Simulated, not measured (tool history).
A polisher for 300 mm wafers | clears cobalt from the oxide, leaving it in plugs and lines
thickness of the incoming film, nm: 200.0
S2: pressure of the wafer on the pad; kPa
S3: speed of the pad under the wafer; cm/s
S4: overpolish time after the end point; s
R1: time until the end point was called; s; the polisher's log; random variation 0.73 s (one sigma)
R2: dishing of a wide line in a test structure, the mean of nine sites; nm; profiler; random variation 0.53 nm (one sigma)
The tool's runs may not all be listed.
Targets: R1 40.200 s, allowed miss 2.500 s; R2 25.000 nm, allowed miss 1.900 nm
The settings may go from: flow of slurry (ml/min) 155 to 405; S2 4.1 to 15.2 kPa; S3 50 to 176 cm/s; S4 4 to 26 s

Run 1, hour 0.0: flow of slurry (ml/min) 260, S2 9.7 kPa, S3 112 cm/s, S4 13 s. Result: R1 61.025 s, R2 27.909 nm.
Run 2, hour 5.0: flow of slurry (ml/min) 260, S2 9.7 kPa, S3 112 cm/s, S4 16 s. Result: R1 60.182 s, R2 33.587 nm.
Run 3, hour 9.6: flow of slurry (ml/min) 260, S2 9.7 kPa, S3 92 cm/s, S4 16 s. Result: R1 72.905 s, R2 28.988 nm.
Run 4, hour 12.3: flow of slurry (ml/min) 260, S2 11.0 kPa, S3 94 cm/s, S4 14 s. Result: R1 64.777 s, R2 29.500 nm.
Run 5, hour 20.9: flow of slurry (ml/min) 260, S2 11.0 kPa, S3 114 cm/s, S4 14 s. Result: R1 52.521 s, R2 32.801 nm.
Run 6, hour 24.7: flow of slurry (ml/min) 260, S2 11.0 kPa, S3 114 cm/s, S4 9 s. Result: R1 54.093 s, R2 25.434 nm.
Run 7, hour 26.6: flow of slurry (ml/min) 260, S2 11.7 kPa, S3 116 cm/s, S4 8 s. Result: R1 50.244 s, R2 22.913 nm.
Run 8, hour 35.4: flow of slurry (ml/min) 260, S2 12.4 kPa, S3 116 cm/s, S4 8 s. Result: R1 46.504 s, R2 23.904 nm.
Run 9, hour 40.4: flow of slurry (ml/min) 260, S2 13.1 kPa, S3 118 cm/s, S4 8 s. Result: R1 45.110 s, R2 26.604 nm.
Run 10, hour 47.7: flow of slurry (ml/min) 260, S2 13.1 kPa, S3 118 cm/s, S4 7 s. Result: R1 44.736 s, R2 23.603 nm.

Which of these 5 next moves meets every target?
Run A, hour 55.0: flow of slurry (ml/min) 315, S2 13.1 kPa, S3 112 cm/s, S4 10 s. Result: R1 ?, R2 ?.
Run B, hour 55.0: flow of slurry (ml/min) 315, S2 15.2 kPa, S3 126 cm/s, S4 8 s. Result: R1 ?, R2 ?.
Run C, hour 55.0: flow of slurry (ml/min) 245, S2 15.2 kPa, S3 130 cm/s, S4 6 s. Result: R1 ?, R2 ?.
Run D, hour 55.0: flow of slurry (ml/min) 220, S2 12.4 kPa, S3 140 cm/s, S4 7 s. Result: R1 ?, R2 ?.
Run E, hour 55.0: flow of slurry (ml/min) 235, S2 11.0 kPa, S3 130 cm/s, S4 10 s. Result: R1 ?, R2 ?.

move      R1      R2
   A  45.631  29.767
   B  35.595  30.249
   C  35.347  24.767
   D  39.947  25.368
   E  47.380  29.007
A: further off than the last run
B: takes the result that was furthest off past its target
C: takes the result that was furthest off past its target
D: meets every target
E: further off than the last run
The right move is D.
